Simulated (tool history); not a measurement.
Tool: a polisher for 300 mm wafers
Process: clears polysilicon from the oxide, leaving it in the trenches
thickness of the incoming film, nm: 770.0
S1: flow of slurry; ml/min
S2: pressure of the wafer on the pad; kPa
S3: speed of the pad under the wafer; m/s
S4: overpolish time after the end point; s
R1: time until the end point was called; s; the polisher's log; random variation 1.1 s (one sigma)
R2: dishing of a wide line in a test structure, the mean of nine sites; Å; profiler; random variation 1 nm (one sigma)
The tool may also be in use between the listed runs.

| run | day | S1 | S2 | S3 | S4 | R1 | R2 |
|---|---|---|---|---|---|---|---|
| 1 | 0 | 255 | 20.7 | 0.78 | 19 | 72.995 | 812.55 |
| 2 | 0.262 | 255 | 19.3 | 0.78 | 16 | 76.845 | 758.46 |
| 3 | 0.425 | 255 | 15.2 | 0.78 | 16 | 97.511 | 695.38 |
| 4 | 0.65 | 255 | 15.2 | 0.88 | 16 | 86.671 | 717.89 |
| 5 | 0.692 | 255 | 14.5 | 0.9 | 14 | 89.877 | 687 |
| 6 | 0.712 | 255 | 13.8 | 0.92 | 12 | 90.502 | 655.23 |
| 7 | 0.979 | 255 | 13.8 | 0.92 | 12 | 90.913 | 632.49 |
| 8 | 1.196 | 255 | 11.7 | 0.92 | 6 | 104.7 | 375.21 |
| 9 | 1.371 | 255 | 11.7 | 0.92 | 7 | 106.15 | 423.37 |
| 10 | 1.575 | 255 | 11.7 | 0.92 | 8 | 104.34 | 457.23 |

Run 11 comes next. What will it give?
| 11 | 1.883 | 255 | 13.1 | 0.92 | 17 | ? | ? |

Run 11 gave R1 95.599 s, R2 727.3 Å.

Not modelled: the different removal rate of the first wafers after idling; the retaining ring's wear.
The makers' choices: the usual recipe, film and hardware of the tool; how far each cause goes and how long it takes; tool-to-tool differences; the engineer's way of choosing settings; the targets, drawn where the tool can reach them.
